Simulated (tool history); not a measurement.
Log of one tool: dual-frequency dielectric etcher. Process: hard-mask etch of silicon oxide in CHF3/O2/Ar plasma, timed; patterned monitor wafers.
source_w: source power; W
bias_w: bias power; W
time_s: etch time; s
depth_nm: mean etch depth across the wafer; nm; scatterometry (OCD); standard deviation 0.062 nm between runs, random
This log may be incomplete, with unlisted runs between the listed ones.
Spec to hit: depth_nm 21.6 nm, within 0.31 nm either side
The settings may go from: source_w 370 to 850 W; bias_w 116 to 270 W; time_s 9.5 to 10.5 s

run,day,source_w,bias_w,time_s,depth_nm
1,0,610,193,10.5,19.584
2,0.167,610,165,10.5,19.078
3,0.375,670,168,10.5,19.498
4,0.504,670,202,10.5,20.298
5,0.725,670,202,10.5,20.248
6,0.796,670,222,10.5,20.629
7,1.125,700,224,10.5,20.904
8,1.375,700,224,10.5,20.831
9,1.475,720,227,10.5,21.222
10,1.729,730,228,10.5,21.132
11,1.792,730,228,10.5,21.18

Next run, 5 choices. One meets every target within its allowed miss, the rest don't. Which?
A,1.854,810,256,10.5,?
B,1.854,850,232,10.5,?
C,1.854,850,261,10,?
D,1.854,680,236,10.5,?
E,1.854,820,213,10,?

move,depth_nm
A,22.395
B,22.227
C,21.705
D,21.003
E,20.6
A: carries the result that was furthest off beyond its target, to the other side
B: carries the result that was furthest off beyond its target, to the other side
C: hits every target within its allowed miss
D: moves away from the targets compared with the last run
E: moves away from the targets compared with the last run
Go with C: it meets all targets.
